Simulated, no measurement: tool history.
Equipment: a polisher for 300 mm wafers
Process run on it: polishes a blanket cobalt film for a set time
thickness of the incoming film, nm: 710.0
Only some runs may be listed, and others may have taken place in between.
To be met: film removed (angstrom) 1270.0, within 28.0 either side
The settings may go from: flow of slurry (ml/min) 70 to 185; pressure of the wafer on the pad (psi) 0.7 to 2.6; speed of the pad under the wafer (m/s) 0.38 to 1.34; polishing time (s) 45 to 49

| run | hour | flow of slurry (ml/min) | pressure of the wafer on the pad (psi) | speed of the pad under the wafer (m/s) | polishing time (s) | film removed (angstrom) |
|---|---|---|---|---|---|---|
| 1 | 0.0 | 120 | 1.6 | 0.86 | 49 | 1671.2 |
| 2 | 3.0 | 135 | 1.6 | 0.86 | 49 | 1702.9 |
| 3 | 7.5 | 135 | 1.6 | 0.78 | 49 | 1541.1 |
| 4 | 12.3 | 135 | 1.6 | 1.00 | 49 | 1984.8 |
| 5 | 13.9 | 125 | 1.4 | 1.00 | 49 | 1692.2 |
| 6 | 18.3 | 115 | 1.3 | 1.00 | 49 | 1558.4 |
| 7 | 23.7 | 115 | 1.3 | 1.00 | 49 | 1553.9 |
| 8 | 25.5 | 105 | 1.2 | 1.00 | 49 | 1392.7 |

Which single option among these 5 for the next run brings every result within its allowed miss of target? Just one does.
| A | 27.3 | 100 | 1.2 | 1.06 | 49 | ? |
| B | 27.3 | 115 | 1.1 | 1.06 | 47 | ? |
| C | 27.3 | 100 | 1.3 | 1.08 | 49 | ? |
| D | 27.3 | 115 | 1.2 | 1.06 | 48 | ? |
| E | 27.3 | 145 | 1.0 | 1.10 | 45 | ? |

| move | film removed (angstrom) |
|---|---|
| A | 1457.4 |
| B | 1334.7 |
| C | 1603.0 |
| D | 1481.7 |
| E | 1272.2 |
A: moves away from the targets compared with the last run
B: gains on the last run, yet a result remains outside its allowed miss
C: moves away from the targets compared with the last run
D: moves away from the targets compared with the last run
E: each result inside its tolerance
Answer: E
